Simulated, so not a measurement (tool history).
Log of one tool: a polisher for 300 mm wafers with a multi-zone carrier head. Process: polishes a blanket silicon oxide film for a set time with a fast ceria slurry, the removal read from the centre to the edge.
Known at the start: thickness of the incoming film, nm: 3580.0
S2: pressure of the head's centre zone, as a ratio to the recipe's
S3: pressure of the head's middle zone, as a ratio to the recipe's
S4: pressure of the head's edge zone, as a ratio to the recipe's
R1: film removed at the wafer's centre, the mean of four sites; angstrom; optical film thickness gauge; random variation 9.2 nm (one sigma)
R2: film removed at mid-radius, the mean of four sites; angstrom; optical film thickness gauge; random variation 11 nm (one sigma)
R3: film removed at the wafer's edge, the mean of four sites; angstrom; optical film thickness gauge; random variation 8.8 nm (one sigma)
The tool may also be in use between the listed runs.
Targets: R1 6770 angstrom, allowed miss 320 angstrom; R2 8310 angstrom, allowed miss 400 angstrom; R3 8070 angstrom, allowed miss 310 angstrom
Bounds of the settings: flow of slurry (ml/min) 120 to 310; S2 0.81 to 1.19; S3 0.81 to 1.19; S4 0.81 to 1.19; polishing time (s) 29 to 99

{"run": 1, "hour": 0.0, "flow of slurry (ml/min)": 200, "S2": 1, "S3": 1, "S4": 1, "polishing time (s)": 64, "R1": 8081.6, "R2": 8399, "R3": 8362.7}
{"run": 2, "hour": 3.5, "flow of slurry (ml/min)": 195, "S2": 0.96, "S3": 1.01, "S4": 1, "polishing time (s)": 64, "R1": 7972.1, "R2": 8415.5, "R3": 8211.1}
{"run": 3, "hour": 10.4, "flow of slurry (ml/min)": 195, "S2": 0.96, "S3": 1.01, "S4": 1, "polishing time (s)": 70, "R1": 8652.6, "R2": 9030.3, "R3": 9079.5}
{"run": 4, "hour": 16.0, "flow of slurry (ml/min)": 195, "S2": 0.96, "S3": 1.01, "S4": 1.04, "polishing time (s)": 70, "R1": 8476.5, "R2": 9126.7, "R3": 9291.1}
{"run": 5, "hour": 19.7, "flow of slurry (ml/min)": 195, "S2": 0.92, "S3": 1.01, "S4": 1.04, "polishing time (s)": 70, "R1": 8240.6, "R2": 9114.5, "R3": 9229.3}
{"run": 6, "hour": 23.3, "flow of slurry (ml/min)": 190, "S2": 0.89, "S3": 1.02, "S4": 1.04, "polishing time (s)": 68, "R1": 7789.6, "R2": 9166.2, "R3": 9099.7}
{"run": 7, "hour": 25.4, "flow of slurry (ml/min)": 185, "S2": 0.87, "S3": 1.01, "S4": 1.03, "polishing time (s)": 66, "R1": 7463.6, "R2": 8631.8, "R3": 8617.7}
{"run": 8, "hour": 30.7, "flow of slurry (ml/min)": 180, "S2": 0.85, "S3": 1.01, "S4": 1.03, "polishing time (s)": 65, "R1": 7084.5, "R2": 8433.8, "R3": 8568.3}

Which of these 5 next moves meets every target?
{"run": "A", "hour": 36.0, "flow of slurry (ml/min)": 165, "S2": 0.87, "S3": 0.94, "S4": 1.07, "polishing time (s)": 69, "R1": "?", "R2": "?", "R3": "?"}
{"run": "B", "hour": 36.0, "flow of slurry (ml/min)": 235, "S2": 0.91, "S3": 1.11, "S4": 0.91, "polishing time (s)": 59, "R1": "?", "R2": "?", "R3": "?"}
{"run": "C", "hour": 36.0, "flow of slurry (ml/min)": 210, "S2": 0.9, "S3": 1.04, "S4": 0.94, "polishing time (s)": 63, "R1": "?", "R2": "?", "R3": "?"}
{"run": "D", "hour": 36.0, "flow of slurry (ml/min)": 200, "S2": 0.81, "S3": 0.93, "S4": 1.04, "polishing time (s)": 68, "R1": "?", "R2": "?", "R3": "?"}
{"run": "E", "hour": 36.0, "flow of slurry (ml/min)": 120, "S2": 0.86, "S3": 1.03, "S4": 0.93, "polishing time (s)": 69, "R1": "?", "R2": "?", "R3": "?"}

move=A R1=7317.1 R2=8224.8 R3=9161.4
move=B R1=6988.9 R2=8574.5 R3=7543.4
move=C R1=7248.2 R2=8525.4 R3=8089.1
move=D R1=6970.4 R2=8315.5 R3=9128.3
move=E R1=6628.4 R2=8223.4 R3=8097.1
A: further off than the last run
B: takes the result that was furthest off past its target
C: brings the result that was furthest off to its target, and leaves another outside
D: further off than the last run
E: meets every target
Move E is the one to make.

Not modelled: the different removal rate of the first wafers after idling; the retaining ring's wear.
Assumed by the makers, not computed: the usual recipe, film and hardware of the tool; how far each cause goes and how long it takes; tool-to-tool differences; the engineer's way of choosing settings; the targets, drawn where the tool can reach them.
